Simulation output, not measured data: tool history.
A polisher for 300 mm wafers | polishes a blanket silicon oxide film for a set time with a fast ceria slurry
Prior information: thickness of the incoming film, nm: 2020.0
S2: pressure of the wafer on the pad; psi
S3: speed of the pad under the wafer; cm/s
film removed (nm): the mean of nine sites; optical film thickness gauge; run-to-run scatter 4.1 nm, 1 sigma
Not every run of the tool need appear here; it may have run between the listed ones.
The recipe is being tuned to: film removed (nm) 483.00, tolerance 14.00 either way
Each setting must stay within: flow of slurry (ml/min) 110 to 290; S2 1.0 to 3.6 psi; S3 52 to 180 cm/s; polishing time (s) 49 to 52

Run 1, hour 0.0: flow of slurry (ml/min) 185, S2 2.3 psi, S3 116 cm/s, polishing time (s) 49. Result: film removed (nm) 789.71.
Run 2, hour 8.4: flow of slurry (ml/min) 185, S2 2.2 psi, S3 116 cm/s, polishing time (s) 49. Result: film removed (nm) 739.60.
Run 3, hour 15.9: flow of slurry (ml/min) 185, S2 2.2 psi, S3 116 cm/s, polishing time (s) 52. Result: film removed (nm) 789.83.
Run 4, hour 21.7: flow of slurry (ml/min) 185, S2 2.2 psi, S3 116 cm/s, polishing time (s) 52. Result: film removed (nm) 792.82.
Run 5, hour 22.7: flow of slurry (ml/min) 185, S2 2.6 psi, S3 116 cm/s, polishing time (s) 52. Result: film removed (nm) 934.41.
Run 6, hour 28.6: flow of slurry (ml/min) 185, S2 2.4 psi, S3 116 cm/s, polishing time (s) 52. Result: film removed (nm) 869.17.
At hour 36.7: head pressure recalibrated.
Run 7, hour 36.7: flow of slurry (ml/min) 165, S2 1.8 psi, S3 114 cm/s, polishing time (s) 52. Result: film removed (nm) 592.59.
Run 8, hour 38.5: flow of slurry (ml/min) 160, S2 1.8 psi, S3 114 cm/s, polishing time (s) 52. Result: film removed (nm) 581.66.
Run 9, hour 41.6: flow of slurry (ml/min) 155, S2 1.8 psi, S3 114 cm/s, polishing time (s) 52. Result: film removed (nm) 581.38.
Run 10, hour 48.8: flow of slurry (ml/min) 150, S2 1.8 psi, S3 114 cm/s, polishing time (s) 52. Result: film removed (nm) 585.65.
Run 11, hour 56.9: flow of slurry (ml/min) 145, S2 1.3 psi, S3 114 cm/s, polishing time (s) 52. Result: film removed (nm) 425.07.
Run 12, hour 60.4: flow of slurry (ml/min) 150, S2 1.3 psi, S3 114 cm/s, polishing time (s) 52. Result: film removed (nm) 432.24.
Run 13, hour 61.7: flow of slurry (ml/min) 155, S2 1.3 psi, S3 114 cm/s, polishing time (s) 52. Result: film removed (nm) 431.57.
Run 14, hour 64.5: flow of slurry (ml/min) 160, S2 1.3 psi, S3 114 cm/s, polishing time (s) 52. Result: film removed (nm) 431.30.
Run 15, hour 68.3: flow of slurry (ml/min) 160, S2 1.3 psi, S3 114 cm/s, polishing time (s) 52. Result: film removed (nm) 433.74.
Run 16, hour 72.1: flow of slurry (ml/min) 165, S2 1.3 psi, S3 114 cm/s, polishing time (s) 52. Result: film removed (nm) 433.54.
Run 17, hour 79.9: flow of slurry (ml/min) 190, S2 1.6 psi, S3 114 cm/s, polishing time (s) 52. Result: film removed (nm) 541.80.
Run 18, hour 88.3: flow of slurry (ml/min) 185, S2 1.6 psi, S3 114 cm/s, polishing time (s) 52. Result: film removed (nm) 535.00.
Run 19, hour 89.8: flow of slurry (ml/min) 180, S2 1.6 psi, S3 114 cm/s, polishing time (s) 52. Result: film removed (nm) 535.12.
Run 20, hour 92.2: flow of slurry (ml/min) 175, S2 1.6 psi, S3 114 cm/s, polishing time (s) 52. Result: film removed (nm) 531.44.
Run 21, hour 96.3: flow of slurry (ml/min) 155, S2 1.4 psi, S3 114 cm/s, polishing time (s) 52. Result: film removed (nm) 458.96.
Run 22, hour 99.3: flow of slurry (ml/min) 155, S2 1.4 psi, S3 114 cm/s, polishing time (s) 52. Result: film removed (nm) 466.60.

Next run, 5 choices. One meets every target within its allowed miss, the rest don't. Which?
Run A, hour 102.3: flow of slurry (ml/min) 115, S2 1.5 psi, S3 112 cm/s, polishing time (s) 52. Result: film removed (nm) ?.
Run B, hour 102.3: flow of slurry (ml/min) 110, S2 1.7 psi, S3 116 cm/s, polishing time (s) 49. Result: film removed (nm) ?.
Run C, hour 102.3: flow of slurry (ml/min) 145, S2 2.1 psi, S3 86 cm/s, polishing time (s) 51. Result: film removed (nm) ?.
Run D, hour 102.3: flow of slurry (ml/min) 145, S2 1.9 psi, S3 102 cm/s, polishing time (s) 49. Result: film removed (nm) ?.
Run E, hour 102.3: flow of slurry (ml/min) 150, S2 1.4 psi, S3 112 cm/s, polishing time (s) 52. Result: film removed (nm) ?.

move  film removed (nm)
   A             453.13
   B             485.13
   C             529.57
   D             523.01
   E             452.99
A: misses by more than the last run did
B: each result inside its tolerance
C: moves the result that the last run missed by most past its target, out the other side
D: moves the result that the last run missed by most past its target, out the other side
E: misses by more than the last run did
B is the move that brings every result within its allowed miss.

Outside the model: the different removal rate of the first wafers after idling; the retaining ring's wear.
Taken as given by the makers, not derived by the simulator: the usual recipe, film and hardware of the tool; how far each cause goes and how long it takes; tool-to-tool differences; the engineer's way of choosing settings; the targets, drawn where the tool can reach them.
